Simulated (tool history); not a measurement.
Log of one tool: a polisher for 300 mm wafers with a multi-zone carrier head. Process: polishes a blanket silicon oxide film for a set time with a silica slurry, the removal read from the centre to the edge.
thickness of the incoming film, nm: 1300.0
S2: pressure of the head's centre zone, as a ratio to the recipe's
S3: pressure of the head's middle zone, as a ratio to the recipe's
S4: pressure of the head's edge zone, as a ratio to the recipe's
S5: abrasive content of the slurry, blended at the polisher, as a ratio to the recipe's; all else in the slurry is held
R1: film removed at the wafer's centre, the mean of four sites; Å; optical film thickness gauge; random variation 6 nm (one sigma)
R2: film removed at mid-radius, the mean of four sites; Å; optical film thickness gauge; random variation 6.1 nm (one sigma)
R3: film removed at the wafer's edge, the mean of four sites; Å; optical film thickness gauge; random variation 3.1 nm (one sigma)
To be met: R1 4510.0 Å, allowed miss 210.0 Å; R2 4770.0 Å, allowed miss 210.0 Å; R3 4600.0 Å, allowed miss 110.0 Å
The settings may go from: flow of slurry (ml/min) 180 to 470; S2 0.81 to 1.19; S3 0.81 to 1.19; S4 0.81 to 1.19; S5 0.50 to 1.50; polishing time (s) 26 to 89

run 1 hour=0.0 | flow_of_slurry_(ml/min)=300 S2=1.00 S3=1.00 S4=1.00 S5=1.00 polishing_time_(s)=57 | R1=3214.9 R2=3254.0 R3=3206.8
run 2 hour=0.9 | flow_of_slurry_(ml/min)=300 S2=0.94 S3=1.00 S4=1.00 S5=1.00 polishing_time_(s)=57 | R1=2984.9 R2=3229.7 R3=3241.8
run 3 hour=2.3 | flow_of_slurry_(ml/min)=300 S2=0.94 S3=1.00 S4=1.00 S5=1.20 polishing_time_(s)=57 | R1=3362.4 R2=3559.6 R3=3532.9
run 4 hour=7.4 | flow_of_slurry_(ml/min)=300 S2=0.94 S3=1.05 S4=1.00 S5=1.20 polishing_time_(s)=57 | R1=3257.1 R2=3741.3 R3=3520.1
run 5 hour=12.5 | flow_of_slurry_(ml/min)=300 S2=0.94 S3=1.05 S4=1.00 S5=1.00 polishing_time_(s)=57 | R1=2985.5 R2=3345.6 R3=3198.9
run 6 hour=13.8 | flow_of_slurry_(ml/min)=300 S2=0.99 S3=1.05 S4=1.00 S5=1.00 polishing_time_(s)=57 | R1=3124.2 R2=3302.0 R3=3202.2
run 7 hour=16.9 | flow_of_slurry_(ml/min)=335 S2=1.08 S3=1.15 S4=1.10 S5=1.25 polishing_time_(s)=61 | R1=4174.4 R2=4296.2 R3=4047.3
run 8 hour=21.3 | flow_of_slurry_(ml/min)=340 S2=1.08 S3=1.16 S4=1.12 S5=1.30 polishing_time_(s)=61 | R1=4178.0 R2=4392.1 R3=4148.1
run 9 hour=27.2 | flow_of_slurry_(ml/min)=340 S2=1.08 S3=1.16 S4=1.13 S5=1.35 polishing_time_(s)=61 | R1=4289.7 R2=4523.5 R3=4283.0
run 10 hour=34.7 | flow_of_slurry_(ml/min)=345 S2=1.08 S3=1.16 S4=1.14 S5=1.35 polishing_time_(s)=61 | R1=4216.9 R2=4466.4 R3=4265.3
run 11 hour=35.3 | flow_of_slurry_(ml/min)=345 S2=1.08 S3=1.16 S4=1.15 S5=1.40 polishing_time_(s)=61 | R1=4342.2 R2=4489.7 R3=4381.5
run 12 hour=37.8 | flow_of_slurry_(ml/min)=345 S2=1.08 S3=1.17 S4=1.15 S5=1.40 polishing_time_(s)=61 | R1=4372.1 R2=4648.9 R3=4338.3
run 13 hour=44.3 | flow_of_slurry_(ml/min)=345 S2=1.08 S3=1.16 S4=1.16 S5=1.40 polishing_time_(s)=61 | R1=4395.7 R2=4577.0 R3=4372.4

Which of these 5 next moves meets every target?
run A hour=50.8 | flow_of_slurry_(ml/min)=365 S2=1.05 S3=1.15 S4=1.14 S5=1.35 polishing_time_(s)=66 | R1=? R2=? R3=?
run B hour=50.8 | flow_of_slurry_(ml/min)=235 S2=1.18 S3=1.19 S4=1.06 S5=1.50 polishing_time_(s)=61 | R1=? R2=? R3=?
run C hour=50.8 | flow_of_slurry_(ml/min)=295 S2=1.00 S3=0.98 S4=1.19 S5=1.45 polishing_time_(s)=65 | R1=? R2=? R3=?
run D hour=50.8 | flow_of_slurry_(ml/min)=400 S2=1.08 S3=1.19 S4=1.18 S5=1.30 polishing_time_(s)=61 | R1=? R2=? R3=?
run E hour=50.8 | flow_of_slurry_(ml/min)=365 S2=1.06 S3=1.07 S4=1.19 S5=1.40 polishing_time_(s)=61 | R1=? R2=? R3=?

move=A R1=4492.8 R2=4857.7 R3=4610.6
move=B R1=4701.4 R2=4631.6 R3=4185.5
move=C R1=4263.9 R2=4403.5 R3=4731.6
move=D R1=4230.7 R2=4539.1 R3=4282.7
move=E R1=4255.3 R2=4358.9 R3=4424.5
A: meets every target
B: further off than the last run
C: takes the result that was furthest off past its target
D: further off than the last run
E: nearer than the last run, and not there yet
Move A is the one to make.

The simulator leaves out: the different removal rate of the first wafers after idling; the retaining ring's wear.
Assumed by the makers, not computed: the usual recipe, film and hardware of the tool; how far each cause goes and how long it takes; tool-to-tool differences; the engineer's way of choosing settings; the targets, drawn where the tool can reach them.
